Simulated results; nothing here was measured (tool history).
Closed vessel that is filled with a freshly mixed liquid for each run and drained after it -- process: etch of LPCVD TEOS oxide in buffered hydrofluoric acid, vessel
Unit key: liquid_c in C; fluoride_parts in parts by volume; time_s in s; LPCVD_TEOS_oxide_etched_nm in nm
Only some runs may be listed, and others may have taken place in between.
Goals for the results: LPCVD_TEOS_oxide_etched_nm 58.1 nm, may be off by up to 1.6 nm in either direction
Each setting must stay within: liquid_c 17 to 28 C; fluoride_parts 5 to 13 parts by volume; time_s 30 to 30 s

{"run": 1, "hour": 0.0, "liquid_c": 20, "fluoride_parts": 8, "time_s": 30, "LPCVD_TEOS_oxide_etched_nm": 48.735}
{"run": 2, "hour": 3.9, "liquid_c": 20, "fluoride_parts": 8, "time_s": 30, "LPCVD_TEOS_oxide_etched_nm": 48.213}
{"run": 3, "hour": 8.5, "liquid_c": 20, "fluoride_parts": 6, "time_s": 30, "LPCVD_TEOS_oxide_etched_nm": 64.028}
{"run": 4, "hour": 15.5, "liquid_c": 20, "fluoride_parts": 5, "time_s": 30, "LPCVD_TEOS_oxide_etched_nm": 74.547}
{"run": 5, "hour": 20.3, "liquid_c": 19.5, "fluoride_parts": 5, "time_s": 30, "LPCVD_TEOS_oxide_etched_nm": 72.479}
{"run": 6, "hour": 24.2, "liquid_c": 19, "fluoride_parts": 5, "time_s": 30, "LPCVD_TEOS_oxide_etched_nm": 70.564}
{"run": 7, "hour": 29.8, "liquid_c": 18.5, "fluoride_parts": 5, "time_s": 30, "LPCVD_TEOS_oxide_etched_nm": 68.668}
{"run": 8, "hour": 33.9, "liquid_c": 18, "fluoride_parts": 5, "time_s": 30, "LPCVD_TEOS_oxide_etched_nm": 67.274}
{"run": 9, "hour": 41.0, "liquid_c": 17.5, "fluoride_parts": 5.5, "time_s": 30, "LPCVD_TEOS_oxide_etched_nm": 59.743}

Which of these 4 next moves meets every target?
{"run": "A", "hour": 48.1, "liquid_c": 17, "fluoride_parts": 5.5, "time_s": 30, "LPCVD_TEOS_oxide_etched_nm": "?"}
{"run": "B", "hour": 48.1, "liquid_c": 17.5, "fluoride_parts": 6, "time_s": 30, "LPCVD_TEOS_oxide_etched_nm": "?"}
{"run": "C", "hour": 48.1, "liquid_c": 17, "fluoride_parts": 5, "time_s": 30, "LPCVD_TEOS_oxide_etched_nm": "?"}
{"run": "D", "hour": 48.1, "liquid_c": 18.5, "fluoride_parts": 6.5, "time_s": 30, "LPCVD_TEOS_oxide_etched_nm": "?"}

move=A LPCVD_TEOS_oxide_etched_nm=58.224
move=B LPCVD_TEOS_oxide_etched_nm=55.639
move=C LPCVD_TEOS_oxide_etched_nm=63.119
move=D LPCVD_TEOS_oxide_etched_nm=54.935
A: hits every target within its allowed miss
B: moves the result that the last run missed by most past its target, out the other side
C: the biggest miss grows against the last run
D: moves the result that the last run missed by most past its target, out the other side
Correct choice: A, which meets every target

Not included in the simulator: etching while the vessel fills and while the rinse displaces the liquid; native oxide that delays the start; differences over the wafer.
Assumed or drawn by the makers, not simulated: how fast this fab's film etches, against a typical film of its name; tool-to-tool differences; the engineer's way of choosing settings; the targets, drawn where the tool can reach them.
